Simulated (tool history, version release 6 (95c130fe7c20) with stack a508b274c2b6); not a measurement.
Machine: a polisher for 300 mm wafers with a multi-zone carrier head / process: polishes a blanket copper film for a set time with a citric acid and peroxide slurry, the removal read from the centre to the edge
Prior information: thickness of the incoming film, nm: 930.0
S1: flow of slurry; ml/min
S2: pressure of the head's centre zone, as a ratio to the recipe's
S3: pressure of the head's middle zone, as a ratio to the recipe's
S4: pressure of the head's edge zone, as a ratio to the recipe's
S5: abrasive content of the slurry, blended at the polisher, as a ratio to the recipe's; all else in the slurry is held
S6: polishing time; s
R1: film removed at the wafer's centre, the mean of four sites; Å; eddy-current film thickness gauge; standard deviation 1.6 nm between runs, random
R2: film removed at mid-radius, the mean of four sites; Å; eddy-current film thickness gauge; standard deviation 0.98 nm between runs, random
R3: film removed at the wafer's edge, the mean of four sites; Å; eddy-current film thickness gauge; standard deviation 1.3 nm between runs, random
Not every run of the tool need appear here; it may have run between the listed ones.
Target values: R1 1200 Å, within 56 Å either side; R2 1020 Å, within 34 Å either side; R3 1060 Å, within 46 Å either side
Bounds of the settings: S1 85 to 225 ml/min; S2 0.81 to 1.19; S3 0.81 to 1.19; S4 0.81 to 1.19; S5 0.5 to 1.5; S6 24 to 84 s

run	day	S1	S2	S3	S4	S5	S6	R1	R2	R3
1	0	145	1	1	1	1	54	909.48	919.71	916.58
2	0.054	155	1.03	1	1.02	1.05	54	973.01	925.82	953.5
3	0.379	165	1.05	1.01	1.03	1.05	54	963.41	932.94	954.59
4	0.667	165	1.07	1.01	1.02	1.1	54	1022.5	954.27	951.68
5	0.742	170	1.08	1.01	1.03	1.15	54	1036.8	978.96	980
6	1.071	175	1.1	1.01	1.04	1.2	54	1103.4	986.69	1012.7
7	1.162	180	1.11	1.01	1.04	1.2	54	1112.3	998.72	1014.2
8	1.383	185	1.12	1.01	1.04	1.2	54	1110.7	988.29	1011.5
9	1.725	185	1.13	1.01	1.05	1.2	54	1127.7	974.25	1011.9
10	2.033	190	1.14	1.02	1.06	1.25	54	1126.9	1007.7	1041.8

Next run, 5 choices. One meets every target within its allowed miss, the rest don't. Which?
A	2.342	200	1.08	1.02	1.19	1.2	52	?	?	?
B	2.342	210	1.05	0.95	1.12	1.05	57	?	?	?
C	2.342	185	1.07	1.12	1.08	1.3	51	?	?	?
D	2.342	195	1.17	0.98	1.03	1.2	56	?	?	?
E	2.342	200	1.09	1.03	1.11	1.25	53	?	?	?

move	R1	R2	R3
A	1059.6	964.03	1057.5
B	1105.8	974.84	1098.9
C	1033.8	1029.2	993.38
D	1231.2	999.57	1055.8
E	1099.7	999.49	1048.7
A: its largest miss is bigger than the last run's
B: its largest miss is bigger than the last run's
C: its largest miss is bigger than the last run's
D: in spec on every target
E: its largest miss is bigger than the last run's
The right move is D.
